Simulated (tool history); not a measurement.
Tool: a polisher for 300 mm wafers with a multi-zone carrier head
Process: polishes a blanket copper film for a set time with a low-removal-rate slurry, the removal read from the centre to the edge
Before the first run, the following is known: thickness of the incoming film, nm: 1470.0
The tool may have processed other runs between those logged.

| run | day | flow of slurry (ml/min) | pressure of the head's centre zone | pressure of the head's middle zone | pressure of the head's edge zone | abrasive content of the slurry | polishing time (s) | film removed at the wafer's centre (angstrom) | film removed at mid-radius (angstrom) | film removed at the wafer's edge (angstrom) |
|---|---|---|---|---|---|---|---|---|---|---|
| 1 | 0.000 | 140 | 1.00 | 1.00 | 1.00 | 1.00 | 44 | 1222.0 | 1194.7 | 1201.4 |
| 2 | 0.250 | 140 | 1.00 | 1.00 | 1.00 | 0.90 | 44 | 1169.9 | 1167.1 | 1185.2 |
| 3 | 0.600 | 140 | 1.03 | 1.00 | 1.00 | 0.90 | 44 | 1215.8 | 1197.0 | 1158.7 |
| 4 | 0.871 | 155 | 1.04 | 0.98 | 1.04 | 1.10 | 47 | 1416.0 | 1333.8 | 1352.1 |
| 5 | 0.992 | 155 | 1.04 | 0.98 | 1.04 | 0.90 | 47 | 1330.1 | 1276.0 | 1273.2 |
| 6 | 1.092 | 155 | 1.04 | 0.98 | 0.99 | 0.90 | 47 | 1358.9 | 1248.5 | 1255.3 |
| 7 | 1.446 | 165 | 1.05 | 0.96 | 1.02 | 1.10 | 49 | 1481.4 | 1369.5 | 1411.4 |
| 8 | 1.767 | 170 | 1.09 | 0.94 | 1.04 | 1.25 | 50 | 1617.1 | 1412.7 | 1467.1 |
| 9 | 2.100 | 175 | 1.11 | 0.93 | 1.07 | 1.35 | 51 | 1763.3 | 1499.1 | 1576.8 |

Predict the results of run 10:
| 10 | 2.358 | 180 | 1.12 | 0.93 | 1.10 | 1.40 | 51 | ? | ? | ? |

film removed at the wafer's centre (angstrom): 1826.6
film removed at mid-radius (angstrom): 1522.1
film removed at the wafer's edge (angstrom): 1618.6

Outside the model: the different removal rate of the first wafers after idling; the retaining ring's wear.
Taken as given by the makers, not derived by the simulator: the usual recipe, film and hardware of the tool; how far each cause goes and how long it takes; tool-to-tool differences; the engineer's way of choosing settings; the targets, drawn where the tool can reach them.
